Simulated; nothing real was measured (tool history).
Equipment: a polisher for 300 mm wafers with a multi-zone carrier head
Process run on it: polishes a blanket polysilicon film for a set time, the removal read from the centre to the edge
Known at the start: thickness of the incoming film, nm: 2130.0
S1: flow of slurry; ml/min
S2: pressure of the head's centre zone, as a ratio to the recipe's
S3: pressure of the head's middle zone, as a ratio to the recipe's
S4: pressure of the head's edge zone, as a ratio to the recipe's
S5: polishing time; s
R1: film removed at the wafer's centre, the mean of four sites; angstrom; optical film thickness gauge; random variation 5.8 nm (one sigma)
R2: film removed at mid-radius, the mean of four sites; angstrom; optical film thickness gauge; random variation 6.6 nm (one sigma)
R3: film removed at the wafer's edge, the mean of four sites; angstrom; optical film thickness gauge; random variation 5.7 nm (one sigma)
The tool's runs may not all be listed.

run 1 hour=0 | S1=250 S2=1 S3=1 S4=1 S5=86 | R1=5552.9 R2=6156.6 R3=6380.4
run 2 hour=8 | S1=270 S2=1.05 S3=0.98 S4=1.05 S5=92 | R1=6337.3 R2=6457.8 R3=6927.6
run 3 hour=16.7 | S1=270 S2=1.05 S3=0.98 S4=1.05 S5=83 | R1=5714.1 R2=5823.3 R3=6274.6
run 4 hour=24.3 | S1=300 S2=1.05 S3=0.98 S4=1.05 S5=83 | R1=5857.8 R2=5819.4 R3=6337.3
run 5 hour=30.8 | S1=300 S2=0.99 S3=0.98 S4=1.05 S5=83 | R1=5411.7 R2=5855 R3=6320.3
run 6 hour=36.1 | S1=305 S2=1.03 S3=0.95 S4=1.08 S5=92 | R1=6292.8 R2=6352.2 R3=7079.4
run 7 hour=40.5 | S1=310 S2=1.06 S3=0.93 S4=1.11 S5=98 | R1=6897 R2=6740.6 R3=7720.3

For run 8, what comes out?
run 8 hour=49.4 | S1=320 S2=1.09 S3=0.92 S4=1.13 S5=102 | R1=? R2=? R3=?

R1: 7460 angstrom
R2: 6834.8 angstrom
R3: 8067.1 angstrom

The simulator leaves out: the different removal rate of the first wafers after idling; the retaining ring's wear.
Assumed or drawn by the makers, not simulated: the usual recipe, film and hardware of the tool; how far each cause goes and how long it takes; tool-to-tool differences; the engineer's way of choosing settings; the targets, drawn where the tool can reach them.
